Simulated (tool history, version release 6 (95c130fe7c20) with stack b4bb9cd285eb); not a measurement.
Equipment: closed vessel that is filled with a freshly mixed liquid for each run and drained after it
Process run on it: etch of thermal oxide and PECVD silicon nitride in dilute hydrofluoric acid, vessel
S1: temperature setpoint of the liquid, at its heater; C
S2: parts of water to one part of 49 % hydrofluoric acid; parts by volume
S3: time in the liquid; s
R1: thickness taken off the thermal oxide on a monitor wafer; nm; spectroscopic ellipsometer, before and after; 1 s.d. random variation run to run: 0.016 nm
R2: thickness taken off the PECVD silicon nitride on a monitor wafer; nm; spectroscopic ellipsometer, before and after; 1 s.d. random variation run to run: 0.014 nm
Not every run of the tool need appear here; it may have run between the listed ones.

Run 1, hour 0: S1 21 C, S2 230 parts by volume, S3 335 s. Result: R1 5.2817 nm, R2 1.9402 nm.
Run 2, hour 6.9: S1 20.5 C, S2 245 parts by volume, S3 340 s. Result: R1 4.8466 nm, R2 1.803 nm.
Run 3, hour 15.1: S1 20.5 C, S2 175 parts by volume, S3 340 s. Result: R1 7.2514 nm, R2 2.4636 nm.
Run 4, hour 17.9: S1 20.5 C, S2 235 parts by volume, S3 340 s. Result: R1 5.1473 nm, R2 1.9068 nm.
Run 5, hour 20.5: S1 20.5 C, S2 205 parts by volume, S3 340 s. Result: R1 5.9703 nm, R2 2.1166 nm.
Run 6, hour 22: S1 20 C, S2 230 parts by volume, S3 345 s. Result: R1 5.2122 nm, R2 1.9234 nm.
Run 7, hour 27.6: S1 19 C, S2 240 parts by volume, S3 345 s. Result: R1 4.7461 nm, R2 1.708 nm.
Run 8, hour 31.9: S1 19 C, S2 255 parts by volume, S3 350 s. Result: R1 4.4891 nm, R2 1.6279 nm.
Run 9, hour 38.7: S1 19 C, S2 265 parts by volume, S3 355 s. Result: R1 4.3209 nm, R2 1.602 nm.
Run 10, hour 42.1: S1 19 C, S2 275 parts by volume, S3 360 s. Result: R1 4.188 nm, R2 1.5463 nm.
Run 11, hour 49.6: S1 19 C, S2 280 parts by volume, S3 360 s. Result: R1 4.1119 nm, R2 1.5363 nm.
Run 12, hour 55.1: S1 19 C, S2 285 parts by volume, S3 360 s. Result: R1 3.9987 nm, R2 1.5056 nm.

Run 13 is up next; what results do you expect?
Run 13, hour 63.6: S1 19 C, S2 290 parts by volume, S3 360 s. Result: R1 ?, R2 ?.

Logged for run 13: R1 3.9276 nm, R2 1.4772 nm.

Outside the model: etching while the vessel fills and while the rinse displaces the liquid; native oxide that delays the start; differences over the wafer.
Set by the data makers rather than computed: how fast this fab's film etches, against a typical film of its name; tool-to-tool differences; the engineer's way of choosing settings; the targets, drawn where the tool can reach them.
